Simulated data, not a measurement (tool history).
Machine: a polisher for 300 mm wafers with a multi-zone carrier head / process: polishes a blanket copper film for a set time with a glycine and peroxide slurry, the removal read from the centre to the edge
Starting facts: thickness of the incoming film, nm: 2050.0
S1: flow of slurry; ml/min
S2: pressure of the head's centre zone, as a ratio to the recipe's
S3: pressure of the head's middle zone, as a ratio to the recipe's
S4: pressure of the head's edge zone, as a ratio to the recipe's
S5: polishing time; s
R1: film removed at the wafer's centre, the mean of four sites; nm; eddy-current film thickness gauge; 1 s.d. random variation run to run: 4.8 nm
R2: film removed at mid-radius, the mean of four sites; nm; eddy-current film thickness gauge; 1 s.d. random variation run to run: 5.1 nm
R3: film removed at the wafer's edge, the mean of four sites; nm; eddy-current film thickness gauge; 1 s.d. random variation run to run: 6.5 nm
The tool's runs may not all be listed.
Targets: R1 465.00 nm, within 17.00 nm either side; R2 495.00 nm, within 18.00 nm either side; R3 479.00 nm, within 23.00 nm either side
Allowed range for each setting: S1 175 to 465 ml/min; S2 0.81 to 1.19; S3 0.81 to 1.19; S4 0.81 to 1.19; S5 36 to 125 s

Run 1, hour 0.0: S1 295 ml/min, S2 1.00, S3 1.00, S4 1.00, S5 80 s. Result: R1 618.65 nm, R2 594.63 nm, R3 595.23 nm.
Run 2, hour 3.9: S1 295 ml/min, S2 0.98, S3 1.00, S4 0.99, S5 78 s. Result: R1 586.13 nm, R2 575.29 nm, R3 595.79 nm.
Run 3, hour 8.0: S1 295 ml/min, S2 0.98, S3 1.01, S4 0.98, S5 76 s. Result: R1 565.45 nm, R2 578.46 nm, R3 575.36 nm.
Run 4, hour 12.2: S1 295 ml/min, S2 0.98, S3 1.01, S4 0.97, S5 74 s. Result: R1 547.07 nm, R2 563.03 nm, R3 560.83 nm.
Run 5, hour 16.2: S1 295 ml/min, S2 0.98, S3 1.08, S4 0.97, S5 74 s. Result: R1 554.87 nm, R2 590.55 nm, R3 560.22 nm.
Run 6, hour 17.8: S1 295 ml/min, S2 0.98, S3 1.07, S4 0.96, S5 73 s. Result: R1 543.20 nm, R2 576.32 nm, R3 541.81 nm.
Run 7, hour 19.5: S1 295 ml/min, S2 0.98, S3 1.06, S4 0.95, S5 72 s. Result: R1 529.63 nm, R2 566.53 nm, R3 536.07 nm.
Run 8, hour 26.1: S1 295 ml/min, S2 0.98, S3 1.05, S4 0.94, S5 71 s. Result: R1 534.16 nm, R2 551.22 nm, R3 514.10 nm.
Run 9, hour 30.1: S1 290 ml/min, S2 0.97, S3 1.04, S4 0.93, S5 71 s. Result: R1 520.62 nm, R2 551.41 nm, R3 524.19 nm.
Run 10, hour 38.7: S1 290 ml/min, S2 0.97, S3 1.03, S4 0.92, S5 70 s. Result: R1 520.87 nm, R2 537.27 nm, R3 521.28 nm.

Which single option among these 4 for the next run brings every result within its allowed miss of target? Just one does.
Run A, hour 47.3: S1 265 ml/min, S2 0.99, S3 0.87, S4 1.00, S5 77 s. Result: R1 ?, R2 ?, R3 ?.
Run B, hour 47.3: S1 325 ml/min, S2 0.97, S3 0.97, S4 0.86, S5 81 s. Result: R1 ?, R2 ?, R3 ?.
Run C, hour 47.3: S1 175 ml/min, S2 0.86, S3 0.82, S4 0.99, S5 78 s. Result: R1 ?, R2 ?, R3 ?.
Run D, hour 47.3: S1 275 ml/min, S2 0.94, S3 1.03, S4 0.93, S5 66 s. Result: R1 ?, R2 ?, R3 ?.

move      R1      R2      R3
   A  563.25  508.42  575.70
   B  595.37  598.94  580.53
   C  459.35  459.22  553.20
   D  461.00  504.33  480.17
A: the biggest miss grows against the last run
B: the biggest miss grows against the last run
C: gets the furthest-off result to its target, but another result is out of tolerance
D: all results land within tolerance of their targets
The move that meets every target is D.
